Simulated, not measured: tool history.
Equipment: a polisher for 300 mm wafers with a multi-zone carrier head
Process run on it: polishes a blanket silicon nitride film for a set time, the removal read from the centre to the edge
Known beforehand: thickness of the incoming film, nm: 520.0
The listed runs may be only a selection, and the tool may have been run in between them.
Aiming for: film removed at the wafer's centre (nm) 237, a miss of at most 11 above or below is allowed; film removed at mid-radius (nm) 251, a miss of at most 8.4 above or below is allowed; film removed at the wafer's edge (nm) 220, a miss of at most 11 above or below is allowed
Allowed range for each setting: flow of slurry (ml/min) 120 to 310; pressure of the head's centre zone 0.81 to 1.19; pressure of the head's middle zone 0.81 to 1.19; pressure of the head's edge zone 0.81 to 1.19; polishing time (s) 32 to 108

| run | hour | flow of slurry (ml/min) | pressure of the head's centre zone | pressure of the head's middle zone | pressure of the head's edge zone | polishing time (s) | film removed at the wafer's centre (nm) | film removed at mid-radius (nm) | film removed at the wafer's edge (nm) |
|---|---|---|---|---|---|---|---|---|---|
| 1 | 0 | 200 | 1 | 1 | 1 | 70 | 160.63 | 164.54 | 160.48 |
| 2 | 5.5 | 175 | 1 | 1 | 1 | 70 | 158.11 | 156.73 | 156.76 |
| 3 | 13.9 | 185 | 1.01 | 1.02 | 1.01 | 72 | 165.25 | 169.36 | 165.06 |
| 4 | 15.2 | 185 | 1.01 | 1.02 | 1.01 | 79 | 185.73 | 184.06 | 179.55 |
| 5 | 20 | 185 | 1.01 | 1.02 | 1.06 | 79 | 184.69 | 183.21 | 181.12 |
| 6 | 27.4 | 185 | 1.01 | 1.02 | 1.06 | 68 | 158.11 | 157.7 | 162.26 |
| 7 | 36.3 | 195 | 1.02 | 1.04 | 1.07 | 70 | 163.18 | 165.8 | 162.53 |
| 8 | 43.5 | 200 | 1.02 | 1.05 | 1.07 | 73 | 171.35 | 174.8 | 172.43 |
| 9 | 46.3 | 255 | 1.1 | 1.15 | 1.02 | 90 | 238.05 | 241.55 | 210.2 |

Exercise: of the 5 proposed moves below, exactly one satisfies all targets within the stated allowed misses. Which move is it?
| A | 49.1 | 280 | 1.06 | 1.16 | 1.05 | 91 | ? | ? | ? |
| B | 49.1 | 270 | 1.13 | 1.14 | 1.02 | 87 | ? | ? | ? |
| C | 49.1 | 235 | 1.1 | 1.08 | 1.11 | 90 | ? | ? | ? |
| D | 49.1 | 255 | 1.08 | 1.14 | 1 | 88 | ? | ? | ? |
| E | 49.1 | 235 | 1.19 | 1.16 | 0.95 | 87 | ? | ? | ? |

| move | film removed at the wafer's centre (nm) | film removed at mid-radius (nm) | film removed at the wafer's edge (nm) |
|---|---|---|---|
| A | 235.64 | 244.81 | 213.82 |
| B | 238.08 | 229.58 | 201.04 |
| C | 235.6 | 222.94 | 214.13 |
| D | 229.14 | 230.74 | 200.44 |
| E | 245.32 | 229.09 | 191.94 |
A: in spec on every target
B: lands further from the targets than the last run did
C: lands further from the targets than the last run did
D: lands further from the targets than the last run did
E: lands further from the targets than the last run did
Go with A: it meets all targets.

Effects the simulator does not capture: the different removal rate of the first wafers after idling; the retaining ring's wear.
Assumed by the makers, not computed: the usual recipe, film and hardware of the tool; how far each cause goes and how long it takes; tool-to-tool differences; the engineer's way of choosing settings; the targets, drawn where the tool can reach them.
